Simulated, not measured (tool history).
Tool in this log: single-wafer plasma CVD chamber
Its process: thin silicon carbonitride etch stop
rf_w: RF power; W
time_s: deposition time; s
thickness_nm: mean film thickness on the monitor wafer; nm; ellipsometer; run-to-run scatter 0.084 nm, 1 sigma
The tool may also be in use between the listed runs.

run,hour,rf_w,time_s,thickness_nm
1,0.0,235,24.7,14.521
2,6.0,235,22.6,13.244
3,9.8,235,20.8,12.175
4,18.2,250,20.8,12.230
5,26.2,250,19.2,11.432
6,30.3,250,20.8,12.307
7,34.0,255,21.9,13.063
8,36.9,260,22.8,13.570

Forecast run 9:
9,42.6,300,26.8,?

Run 9 measured thickness_nm 16.469 nm.
